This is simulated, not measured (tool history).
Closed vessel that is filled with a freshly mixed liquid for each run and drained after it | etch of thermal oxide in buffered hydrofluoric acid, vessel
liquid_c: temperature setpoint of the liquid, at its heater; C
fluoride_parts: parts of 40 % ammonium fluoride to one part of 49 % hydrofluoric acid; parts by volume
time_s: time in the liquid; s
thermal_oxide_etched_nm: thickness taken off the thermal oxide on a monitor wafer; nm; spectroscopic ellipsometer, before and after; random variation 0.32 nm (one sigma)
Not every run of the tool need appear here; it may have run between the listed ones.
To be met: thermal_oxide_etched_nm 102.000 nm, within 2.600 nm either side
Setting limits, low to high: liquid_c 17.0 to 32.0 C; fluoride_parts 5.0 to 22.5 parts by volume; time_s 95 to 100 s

Run 1, hour 0.0: liquid_c 24.0 C, fluoride_parts 13.5 parts by volume, time_s 95 s. Result: thermal_oxide_etched_nm 75.339 nm.
Run 2, hour 5.6: liquid_c 22.0 C, fluoride_parts 13.5 parts by volume, time_s 95 s. Result: thermal_oxide_etched_nm 67.136 nm.
Run 3, hour 10.8: liquid_c 22.0 C, fluoride_parts 15.5 parts by volume, time_s 95 s. Result: thermal_oxide_etched_nm 58.611 nm.
Run 4, hour 18.8: liquid_c 25.5 C, fluoride_parts 15.5 parts by volume, time_s 95 s. Result: thermal_oxide_etched_nm 71.172 nm.
Run 5, hour 21.7: liquid_c 29.0 C, fluoride_parts 15.5 parts by volume, time_s 95 s. Result: thermal_oxide_etched_nm 85.586 nm.
Run 6, hour 25.8: liquid_c 26.0 C, fluoride_parts 15.5 parts by volume, time_s 95 s. Result: thermal_oxide_etched_nm 72.566 nm.
Run 7, hour 28.2: liquid_c 28.0 C, fluoride_parts 15.5 parts by volume, time_s 95 s. Result: thermal_oxide_etched_nm 81.483 nm.
Run 8, hour 37.4: liquid_c 29.5 C, fluoride_parts 15.5 parts by volume, time_s 95 s. Result: thermal_oxide_etched_nm 88.139 nm.
Run 9, hour 43.0: liquid_c 30.5 C, fluoride_parts 15.5 parts by volume, time_s 95 s. Result: thermal_oxide_etched_nm 92.662 nm.
Run 10, hour 51.5: liquid_c 31.0 C, fluoride_parts 15.5 parts by volume, time_s 95 s. Result: thermal_oxide_etched_nm 95.231 nm.
Run 11, hour 58.2: liquid_c 31.5 C, fluoride_parts 15.5 parts by volume, time_s 95 s. Result: thermal_oxide_etched_nm 97.316 nm.

Consider the 4 candidate settings below. Which is the only one whose results all fall within their allowed miss of target?
Run A, hour 64.9: liquid_c 31.5 C, fluoride_parts 16.0 parts by volume, time_s 95 s. Result: thermal_oxide_etched_nm ?.
Run B, hour 64.9: liquid_c 28.5 C, fluoride_parts 13.5 parts by volume, time_s 95 s. Result: thermal_oxide_etched_nm ?.
Run C, hour 64.9: liquid_c 28.5 C, fluoride_parts 12.5 parts by volume, time_s 95 s. Result: thermal_oxide_etched_nm ?.
Run D, hour 64.9: liquid_c 32.0 C, fluoride_parts 17.0 parts by volume, time_s 100 s. Result: thermal_oxide_etched_nm ?.

move  thermal_oxide_etched_nm
   A                   94.965
   B                   95.797
   C                  103.290
   D                   96.680
A: lands further from the targets than the last run did
B: lands further from the targets than the last run did
C: every result within its allowed miss
D: lands further from the targets than the last run did
Move C is the one to make.
